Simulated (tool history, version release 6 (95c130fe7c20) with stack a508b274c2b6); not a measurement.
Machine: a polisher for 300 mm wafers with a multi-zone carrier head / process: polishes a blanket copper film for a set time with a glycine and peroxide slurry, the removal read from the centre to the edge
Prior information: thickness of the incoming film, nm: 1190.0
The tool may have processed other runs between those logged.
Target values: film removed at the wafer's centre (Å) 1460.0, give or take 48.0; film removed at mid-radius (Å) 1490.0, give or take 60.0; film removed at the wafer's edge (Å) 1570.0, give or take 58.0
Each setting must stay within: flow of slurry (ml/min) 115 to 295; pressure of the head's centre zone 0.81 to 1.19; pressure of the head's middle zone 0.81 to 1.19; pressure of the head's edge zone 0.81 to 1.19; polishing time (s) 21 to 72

run    day  flow of slurry (ml/min)  pressure of the head's centre zone  pressure of the head's middle zone  pressure of the head's edge zone  polishing time (s)  film removed at the wafer's centre (Å)  film removed at mid-radius (Å)  film removed at the wafer's edge (Å)
  1  0.000                      190                                1.00                                1.00                              1.00                  46                                  1781.9                          1815.8                                1810.6
  2  0.217                      185                                0.99                                0.99                              0.99                  46                                  1745.0                          1810.7                                1835.2
  3  0.471                      185                                0.99                                0.98                              0.99                  45                                  1712.8                          1772.7                                1793.9
  4  0.842                      165                                0.99                                0.98                              0.99                  45                                  1672.7                          1695.4                                1739.7
  5  1.062                      160                                0.99                                0.98                              0.98                  45                                  1655.2                          1719.9                                1755.4
  6  1.117                      160                                0.99                                0.97                              0.98                  44                                  1637.5                          1682.4                                1701.2
  7  1.479                      135                                0.92                                0.88                              0.94                  42                                  1387.1                          1420.1                                1542.6
  8  1.850                      140                                0.92                                0.88                              0.94                  42                                  1396.0                          1383.0                                1567.7
  9  2.138                      140                                0.92                                0.89                              0.94                  42                                  1415.3                          1446.6                                1587.2

Consider the 5 candidate settings below. Which is the only one whose results all fall within their allowed miss of target?
  A  2.425                      125                                0.92                                0.88                              0.85                  45                                       ?                               ?                                     ?
  B  2.425                      150                                0.83                                0.95                              0.98                  43                                       ?                               ?                                     ?
  C  2.425                      140                                0.96                                0.98                              0.94                  43                                       ?                               ?                                     ?
  D  2.425                      150                                0.96                                0.84                              0.92                  42                                       ?                               ?                                     ?
  E  2.425                      155                                0.91                                0.81                              0.92                  46                                       ?                               ?                                     ?

move  film removed at the wafer's centre (Å)  film removed at mid-radius (Å)  film removed at the wafer's edge (Å)
   A                                  1448.2                          1463.8                                1540.9
   B                                  1313.4                          1559.8                                1621.8
   C                                  1494.3                          1574.9                                1571.6
   D                                  1484.5                          1375.0                                1539.9
   E                                  1552.6                          1472.7                                1695.9
A: meets every target
B: its largest miss is bigger than the last run's
C: meets the target for the result that was furthest off, but another lies outside its allowed miss
D: meets the target for the result that was furthest off, but another lies outside its allowed miss
E: carries the result that was furthest off beyond its target, to the other side
Move A is the one to make.

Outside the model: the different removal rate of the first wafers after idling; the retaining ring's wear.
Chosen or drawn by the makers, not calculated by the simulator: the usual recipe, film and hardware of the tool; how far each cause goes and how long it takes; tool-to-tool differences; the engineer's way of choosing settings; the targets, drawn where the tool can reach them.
